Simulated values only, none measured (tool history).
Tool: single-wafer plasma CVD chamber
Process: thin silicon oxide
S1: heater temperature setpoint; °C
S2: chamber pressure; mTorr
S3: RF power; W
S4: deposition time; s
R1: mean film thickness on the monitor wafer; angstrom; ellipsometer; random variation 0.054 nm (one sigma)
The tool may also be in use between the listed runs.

Run 1, day 0.000: S1 405 °C, S2 886 mTorr, S3 360 W, S4 7.17 s. Result: R1 136.21 angstrom.
Run 2, day 0.029: S1 405 °C, S2 854 mTorr, S3 360 W, S4 7.17 s. Result: R1 132.54 angstrom.
Run 3, day 0.388: S1 415 °C, S2 854 mTorr, S3 360 W, S4 7.17 s. Result: R1 131.56 angstrom.
Run 4, day 0.512: S1 415 °C, S2 790 mTorr, S3 360 W, S4 7.17 s. Result: R1 121.40 angstrom.
Run 5, day 0.804: S1 415 °C, S2 709 mTorr, S3 360 W, S4 7.17 s. Result: R1 106.25 angstrom.
Run 6, day 0.925: S1 415 °C, S2 725 mTorr, S3 360 W, S4 7.17 s. Result: R1 108.71 angstrom.
Run 7, day 1.071: S1 415 °C, S2 819 mTorr, S3 365 W, S4 7.17 s. Result: R1 126.43 angstrom.
Run 8, day 1.429: S1 415 °C, S2 808 mTorr, S3 365 W, S4 7.17 s. Result: R1 123.93 angstrom.
Run 9, day 1.775: S1 415 °C, S2 800 mTorr, S3 365 W, S4 7.17 s. Result: R1 123.56 angstrom.

Run 10 comes next. What will it give?
Run 10, day 2.121: S1 415 °C, S2 793 mTorr, S3 365 W, S4 7.17 s. Result: R1 ?.

Run 10 gave R1 121.67 angstrom.
